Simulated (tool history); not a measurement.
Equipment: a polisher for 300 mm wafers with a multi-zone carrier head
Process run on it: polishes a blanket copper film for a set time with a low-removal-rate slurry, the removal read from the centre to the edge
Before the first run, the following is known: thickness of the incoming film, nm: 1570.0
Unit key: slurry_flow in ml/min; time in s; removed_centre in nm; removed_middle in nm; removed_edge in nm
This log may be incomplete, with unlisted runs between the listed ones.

run,hour,slurry_flow,centre_zone,middle_zone,edge_zone,slurry_solids,time,removed_centre,removed_middle,removed_edge
1,0,145,1,1,1,1,71,244.77,248.2,251.46
2,6.5,145,1,1.05,1,1,71,245.69,258.44,257.23
3,7.5,180,1,1.05,1,1,71,258.83,265.72,258.43
4,10.1,170,1,1.04,1.02,1.05,72,262.61,266.1,263.33
5,13,160,0.99,1.03,1.04,1.1,74,260.92,276.12,277.83
6,21.5,160,0.99,1.09,1.04,1.1,74,264.41,289.73,276.22
7,25.3,195,0.99,0.99,1.14,1.35,77,300.3,302.63,330.68

Predict the results of run 8:
8,29.5,195,0.99,0.99,1.15,1.35,77,?,?,?

For run 8 the tool returned removed_centre 300.5 nm, removed_middle 302.82 nm, removed_edge 329.58 nm.
